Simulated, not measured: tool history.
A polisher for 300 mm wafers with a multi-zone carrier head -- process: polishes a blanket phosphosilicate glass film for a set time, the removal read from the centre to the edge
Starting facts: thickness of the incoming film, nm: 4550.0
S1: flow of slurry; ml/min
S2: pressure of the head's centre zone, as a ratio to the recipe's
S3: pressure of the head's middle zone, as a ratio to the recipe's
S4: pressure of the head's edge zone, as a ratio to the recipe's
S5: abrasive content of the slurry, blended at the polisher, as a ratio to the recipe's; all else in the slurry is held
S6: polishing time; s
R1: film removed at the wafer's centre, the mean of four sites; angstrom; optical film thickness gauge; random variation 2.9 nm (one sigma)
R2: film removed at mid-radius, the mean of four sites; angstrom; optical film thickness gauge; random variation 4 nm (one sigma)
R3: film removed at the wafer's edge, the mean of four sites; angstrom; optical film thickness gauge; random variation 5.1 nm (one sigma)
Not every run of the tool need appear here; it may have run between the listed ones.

Run 1, hour 0.0: S1 190 ml/min, S2 1.00, S3 1.00, S4 1.00, S5 1.00, S6 36 s. Result: R1 3106.8 angstrom, R2 3058.8 angstrom, R3 3155.0 angstrom.
Run 2, hour 6.9: S1 195 ml/min, S2 1.02, S3 0.98, S4 1.06, S5 1.15, S6 36 s. Result: R1 3407.0 angstrom, R2 3184.5 angstrom, R3 3415.6 angstrom.
Run 3, hour 13.2: S1 195 ml/min, S2 1.02, S3 0.98, S4 1.00, S5 1.15, S6 36 s. Result: R1 3411.5 angstrom, R2 3255.5 angstrom, R3 3361.8 angstrom.
Run 4, hour 21.6: S1 200 ml/min, S2 1.02, S3 0.96, S4 1.05, S5 1.25, S6 37 s. Result: R1 3680.6 angstrom, R2 3353.7 angstrom, R3 3710.4 angstrom.
Run 5, hour 24.5: S1 215 ml/min, S2 1.02, S3 0.96, S4 1.08, S5 1.35, S6 37 s. Result: R1 3829.0 angstrom, R2 3531.2 angstrom, R3 3927.3 angstrom.
Run 6, hour 32.5: S1 250 ml/min, S2 1.02, S3 0.96, S4 1.08, S5 1.35, S6 37 s. Result: R1 3899.8 angstrom, R2 3571.8 angstrom, R3 3836.9 angstrom.

The next listed run, before its measurement:
Run 7, hour 40.0: S1 235 ml/min, S2 1.03, S3 0.96, S4 1.10, S5 1.40, S6 37 s. Result: R1 ?, R2 ?, R3 ?.

{"run 7": {"R1": 3914.2, "R2": 3589.7, "R3": 4049.2}}
